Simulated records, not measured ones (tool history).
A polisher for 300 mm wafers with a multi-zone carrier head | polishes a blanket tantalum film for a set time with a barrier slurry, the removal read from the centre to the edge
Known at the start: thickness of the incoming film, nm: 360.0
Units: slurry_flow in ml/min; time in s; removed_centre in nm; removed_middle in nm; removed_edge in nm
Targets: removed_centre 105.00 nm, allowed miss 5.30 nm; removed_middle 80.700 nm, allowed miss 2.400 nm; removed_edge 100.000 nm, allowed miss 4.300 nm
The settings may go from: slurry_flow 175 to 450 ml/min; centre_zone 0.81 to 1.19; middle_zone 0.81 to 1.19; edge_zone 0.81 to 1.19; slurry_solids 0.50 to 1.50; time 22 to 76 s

run,hour,slurry_flow,centre_zone,middle_zone,edge_zone,slurry_solids,time,removed_centre,removed_middle,removed_edge
1,0.0,290,1.00,1.00,1.00,1.00,49,134.73,138.980,139.030
2,7.1,290,1.00,1.00,0.94,1.00,49,139.29,139.350,133.860
3,10.5,290,1.00,1.00,0.94,1.15,49,142.84,143.850,138.570
4,11.9,280,1.04,0.94,0.98,1.00,45,130.27,120.650,123.710
5,19.2,280,1.04,0.94,0.95,1.00,45,128.48,122.320,121.420
6,22.1,280,1.04,0.94,0.95,1.10,45,134.13,123.890,126.250
7,26.0,270,1.08,0.90,1.01,0.95,42,124.81,106.370,116.470
8,32.8,260,1.09,0.87,1.03,0.80,41,114.16,96.600,107.950
9,37.7,255,1.11,0.85,1.06,0.75,40,111.83,89.196,104.280
10,43.8,250,1.11,0.84,1.07,0.70,40,109.03,84.673,103.000
11,46.6,245,1.11,0.83,1.07,0.70,40,105.69,84.376,100.720

4 next moves are on the table. One of them brings every result within its allowed miss. Which?
A,49.4,240,1.12,0.89,1.09,0.65,40,?,?,?
B,49.4,300,1.03,0.81,1.14,0.80,39,?,?,?
C,49.4,245,1.11,0.81,1.08,0.70,39,?,?,?
D,49.4,175,1.05,0.82,1.12,0.65,46,?,?,?

move,removed_centre,removed_middle,removed_edge
A,104.65,84.529,99.021
B,104.22,84.610,108.920
C,104.30,78.709,99.189
D,106.28,86.231,111.130
A: as far off as the last run
B: further off than the last run
C: meets every target
D: further off than the last run
The right move is C.
